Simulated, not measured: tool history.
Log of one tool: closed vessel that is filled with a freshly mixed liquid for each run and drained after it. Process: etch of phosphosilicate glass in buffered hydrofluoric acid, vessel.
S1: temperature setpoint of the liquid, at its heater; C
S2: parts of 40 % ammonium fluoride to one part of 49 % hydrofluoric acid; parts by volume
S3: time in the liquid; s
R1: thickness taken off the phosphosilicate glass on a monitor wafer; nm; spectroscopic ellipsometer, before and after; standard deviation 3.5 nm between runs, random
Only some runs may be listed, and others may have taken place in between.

run	hour	S1	S2	S3	R1
1	0.0	24.0	11.0	95	503.15
2	4.7	22.5	11.0	95	473.87
3	9.1	22.0	11.0	95	454.09
4	14.3	20.0	11.0	95	409.24
5	16.9	20.0	8.0	95	536.23
6	23.9	20.0	8.0	100	574.03

For run 7, what comes out?
7	32.4	19.5	8.5	100	?

{"run 7": {"R1": 519.19}}

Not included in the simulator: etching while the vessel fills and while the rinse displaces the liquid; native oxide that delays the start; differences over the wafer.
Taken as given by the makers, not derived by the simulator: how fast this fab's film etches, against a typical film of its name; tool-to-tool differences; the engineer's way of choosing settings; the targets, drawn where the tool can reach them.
